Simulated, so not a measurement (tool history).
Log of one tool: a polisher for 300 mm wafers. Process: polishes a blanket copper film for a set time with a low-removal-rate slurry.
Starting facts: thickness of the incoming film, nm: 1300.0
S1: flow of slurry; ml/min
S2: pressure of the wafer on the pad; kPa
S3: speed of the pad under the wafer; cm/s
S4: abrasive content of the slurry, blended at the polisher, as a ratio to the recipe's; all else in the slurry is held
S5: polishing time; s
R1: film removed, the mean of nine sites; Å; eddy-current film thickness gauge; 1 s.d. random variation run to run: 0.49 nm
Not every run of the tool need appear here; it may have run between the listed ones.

Run 1, day 0: S1 200 ml/min, S2 11 kPa, S3 90 cm/s, S4 1, S5 60 s. Result: R1 708.13 Å.
Run 2, day 0.221: S1 200 ml/min, S2 10.3 kPa, S3 90 cm/s, S4 1, S5 60 s. Result: R1 676.65 Å.
Run 3, day 0.454: S1 200 ml/min, S2 10.3 kPa, S3 106 cm/s, S4 1, S5 60 s. Result: R1 801.7 Å.
Run 4, day 0.679: S1 200 ml/min, S2 10.3 kPa, S3 106 cm/s, S4 0.85, S5 60 s. Result: R1 781.69 Å.
Run 5, day 1.004: S1 175 ml/min, S2 10.3 kPa, S3 106 cm/s, S4 0.85, S5 60 s. Result: R1 769.16 Å.
Run 6, day 1.275: S1 175 ml/min, S2 9.7 kPa, S3 106 cm/s, S4 0.85, S5 60 s. Result: R1 719.69 Å.
Run 7, day 1.388: S1 175 ml/min, S2 9 kPa, S3 106 cm/s, S4 0.85, S5 60 s. Result: R1 667.93 Å.

Run 8 comes next. What will it give?
Run 8, day 1.579: S1 175 ml/min, S2 8.3 kPa, S3 106 cm/s, S4 0.85, S5 60 s. Result: R1 ?.

Run 8 came out at R1 626.9 Å.
